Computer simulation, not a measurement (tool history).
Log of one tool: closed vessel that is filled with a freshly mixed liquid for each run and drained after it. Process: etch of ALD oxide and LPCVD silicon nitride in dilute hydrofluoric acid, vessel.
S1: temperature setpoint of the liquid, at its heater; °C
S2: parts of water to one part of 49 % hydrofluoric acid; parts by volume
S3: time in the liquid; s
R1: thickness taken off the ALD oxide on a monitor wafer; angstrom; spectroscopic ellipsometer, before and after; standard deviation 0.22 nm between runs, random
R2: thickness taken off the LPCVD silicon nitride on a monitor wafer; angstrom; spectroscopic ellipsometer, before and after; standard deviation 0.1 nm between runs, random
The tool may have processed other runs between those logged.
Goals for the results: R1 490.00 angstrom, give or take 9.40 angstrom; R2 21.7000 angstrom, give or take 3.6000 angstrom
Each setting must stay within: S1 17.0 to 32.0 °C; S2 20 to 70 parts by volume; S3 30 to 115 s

run  hour    S1  S2  S3      R1       R2
  1   0.0  24.0  40  60  206.34   8.2500
  2   3.1  25.0  40  60  214.68   8.6773
  3   8.1  25.5  40  60  219.52   8.3047
  4  15.7  26.0  40  60  223.63   9.5834
  5  22.9  26.0  40  50  187.21   8.0396
  6  25.9  26.5  40  50  191.53   7.8712
     28.6  -- hydrofluoric acid flow meter replaced
  7  28.6  30.5  25  65  448.38  20.3750
  8  29.8  31.5  25  65  465.74  23.4350

Exercise: of the 5 proposed moves below, exactly one satisfies all targets within the stated allowed misses. Which move is it?
  A  31.0  27.0  25  85   ?   ?
  B  31.0  28.0  20  65   ?   ?
  C  31.0  30.0  25  70   ?   ?
  D  31.0  29.0  20  60   ?   ?
  E  31.0  29.0  25  80   ?   ?

move      R1       R2
   A  510.00  22.4610
   B  511.79  22.7460
   C  474.52  22.5610
   D  492.14  22.4380
   E  520.84  24.1430
A: carries the result that was furthest off beyond its target, to the other side
B: carries the result that was furthest off beyond its target, to the other side
C: nearer than the last run, and not there yet
D: meets every target
E: carries the result that was furthest off beyond its target, to the other side
The right move is D.
